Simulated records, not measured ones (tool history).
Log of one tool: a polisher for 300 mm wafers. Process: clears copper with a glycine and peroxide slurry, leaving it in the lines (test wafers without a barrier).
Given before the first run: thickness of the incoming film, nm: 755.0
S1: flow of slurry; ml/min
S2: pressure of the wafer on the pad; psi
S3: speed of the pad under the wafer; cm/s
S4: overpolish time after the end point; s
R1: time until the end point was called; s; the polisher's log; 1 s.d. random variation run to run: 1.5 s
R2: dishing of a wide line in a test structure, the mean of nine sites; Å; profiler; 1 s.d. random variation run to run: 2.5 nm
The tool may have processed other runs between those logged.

run,hour,S1,S2,S3,S4,R1,R2
1,0,230,2.7,112,29,157.88,876.3
2,7.7,230,2.7,126,29,148.35,961.8
3,13.4,230,3,128,29,133.37,1008.4
4,19.1,230,3,106,29,149.56,904.75
5,22.1,230,3.3,108,30,140.46,1013
6,24,230,3.6,110,29,128.61,1041.2
7,24.7,230,3.8,110,29,127.19,1034.5

Run 8 comes next. What will it give?
8,32.9,230,3.9,114,30,?,?

{"run 8": {"R1": 120.02, "R2": 1130.8}}
